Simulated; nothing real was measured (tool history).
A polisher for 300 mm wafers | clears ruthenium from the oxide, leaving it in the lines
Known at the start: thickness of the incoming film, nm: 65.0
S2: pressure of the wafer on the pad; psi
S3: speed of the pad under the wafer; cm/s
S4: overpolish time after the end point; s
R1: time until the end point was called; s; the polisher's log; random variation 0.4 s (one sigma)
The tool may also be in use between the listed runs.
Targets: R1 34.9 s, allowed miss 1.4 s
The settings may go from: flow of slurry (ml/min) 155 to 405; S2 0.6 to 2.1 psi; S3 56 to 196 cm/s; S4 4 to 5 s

run 1 hour=0 | flow_of_slurry_(ml/min)=260 S2=1.3 S3=126 S4=5 | R1=61.186
run 2 hour=4.8 | flow_of_slurry_(ml/min)=230 S2=1.3 S3=126 S4=5 | R1=61.821
run 3 hour=8.4 | flow_of_slurry_(ml/min)=230 S2=1.4 S3=126 S4=5 | R1=57.231
run 4 hour=17.2 | flow_of_slurry_(ml/min)=230 S2=1.5 S3=126 S4=5 | R1=54.234
run 5 hour=24.5 | flow_of_slurry_(ml/min)=230 S2=1.5 S3=126 S4=5 | R1=55.527
run 6 hour=26.4 | flow_of_slurry_(ml/min)=230 S2=1.5 S3=96 S4=5 | R1=68.332
run 7 hour=31.3 | flow_of_slurry_(ml/min)=230 S2=1.6 S3=100 S4=5 | R1=65.153
run 8 hour=40 | flow_of_slurry_(ml/min)=230 S2=1.7 S3=106 S4=5 | R1=55.996
run 9 hour=45.9 | flow_of_slurry_(ml/min)=230 S2=1.8 S3=110 S4=5 | R1=53.1
run 10 hour=50 | flow_of_slurry_(ml/min)=230 S2=1.8 S3=114 S4=5 | R1=50.168

Which of these 5 next moves meets every target?
run A hour=54.1 | flow_of_slurry_(ml/min)=300 S2=2 S3=136 S4=5 | R1=?
run B hour=54.1 | flow_of_slurry_(ml/min)=215 S2=2 S3=120 S4=5 | R1=?
run C hour=54.1 | flow_of_slurry_(ml/min)=265 S2=1.8 S3=168 S4=5 | R1=?
run D hour=54.1 | flow_of_slurry_(ml/min)=255 S2=2.1 S3=132 S4=5 | R1=?
run E hour=54.1 | flow_of_slurry_(ml/min)=215 S2=2.1 S3=186 S4=5 | R1=?

move=A R1=38.401
move=B R1=44.444
move=C R1=35.103
move=D R1=38.348
move=E R1=28.474
A: nearer than the last run, and not there yet
B: nearer than the last run, and not there yet
C: meets every target
D: nearer than the last run, and not there yet
E: takes the result that was furthest off past its target
Move C is the one to make.
